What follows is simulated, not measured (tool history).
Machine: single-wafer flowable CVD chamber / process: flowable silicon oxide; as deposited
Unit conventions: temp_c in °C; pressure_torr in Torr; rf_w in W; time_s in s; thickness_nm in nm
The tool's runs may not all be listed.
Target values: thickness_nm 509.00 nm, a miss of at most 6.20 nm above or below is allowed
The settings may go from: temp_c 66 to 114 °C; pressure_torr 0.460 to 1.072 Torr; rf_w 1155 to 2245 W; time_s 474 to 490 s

run 1 hour=0.0 | temp_c=90 pressure_torr=0.766 rf_w=1700 time_s=474 | thickness_nm=369.34
run 2 hour=7.8 | temp_c=87 pressure_torr=0.766 rf_w=1700 time_s=474 | thickness_nm=403.15
run 3 hour=10.5 | temp_c=85 pressure_torr=0.766 rf_w=1700 time_s=474 | thickness_nm=431.45
run 4 hour=18.2 | temp_c=85 pressure_torr=0.766 rf_w=1915 time_s=474 | thickness_nm=441.19
run 5 hour=25.0 | temp_c=84 pressure_torr=0.766 rf_w=1915 time_s=474 | thickness_nm=455.18
run 6 hour=27.4 | temp_c=79 pressure_torr=0.766 rf_w=1915 time_s=474 | thickness_nm=532.85
run 7 hour=28.2 | temp_c=80 pressure_torr=0.766 rf_w=1915 time_s=474 | thickness_nm=518.27
run 8 hour=31.5 | temp_c=81 pressure_torr=0.766 rf_w=1915 time_s=474 | thickness_nm=497.76
run 9 hour=40.0 | temp_c=80 pressure_torr=0.766 rf_w=1915 time_s=474 | thickness_nm=515.59

Which one of the following 5 next-run settings gets every result inside its allowed miss? There is exactly one.
run A hour=48.5 | temp_c=85 pressure_torr=0.881 rf_w=1945 time_s=490 | thickness_nm=?
run B hour=48.5 | temp_c=84 pressure_torr=0.859 rf_w=1825 time_s=490 | thickness_nm=?
run C hour=48.5 | temp_c=79 pressure_torr=0.737 rf_w=1785 time_s=489 | thickness_nm=?
run D hour=48.5 | temp_c=83 pressure_torr=0.829 rf_w=1795 time_s=480 | thickness_nm=?
run E hour=48.5 | temp_c=80 pressure_torr=0.764 rf_w=1815 time_s=490 | thickness_nm=?

move=A thickness_nm=523.76
move=B thickness_nm=520.18
move=C thickness_nm=517.46
move=D thickness_nm=505.88
move=E thickness_nm=525.06
A: misses by more than the last run did
B: misses by more than the last run did
C: misses by more than the last run did
D: in spec on every target
E: misses by more than the last run did
D is the move that brings every result within its allowed miss.
